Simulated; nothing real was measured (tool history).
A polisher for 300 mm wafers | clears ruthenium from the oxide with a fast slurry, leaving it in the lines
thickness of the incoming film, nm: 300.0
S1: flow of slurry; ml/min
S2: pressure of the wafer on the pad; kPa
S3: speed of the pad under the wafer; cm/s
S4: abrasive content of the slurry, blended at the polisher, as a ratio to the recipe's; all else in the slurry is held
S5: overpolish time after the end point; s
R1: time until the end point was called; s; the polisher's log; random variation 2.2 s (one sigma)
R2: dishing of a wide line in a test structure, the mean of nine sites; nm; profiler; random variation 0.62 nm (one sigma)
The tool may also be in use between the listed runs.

run,hour,S1,S2,S3,S4,S5,R1,R2
1,0.0,195,19.3,114,1.00,27,80.612,57.993
2,1.6,195,19.3,114,0.85,27,87.761,55.204
3,7.2,195,18.6,114,0.85,25,93.555,51.490
4,12.5,195,17.9,114,0.85,24,96.672,48.592
5,18.6,230,17.9,114,0.85,24,93.483,49.171
6,25.4,230,17.2,114,0.85,23,98.105,45.006

Forecast run 7:
7,30.3,230,16.5,114,0.85,23,?,?

{"run 7": {"R1": 104.24, "R2": 45.362}}
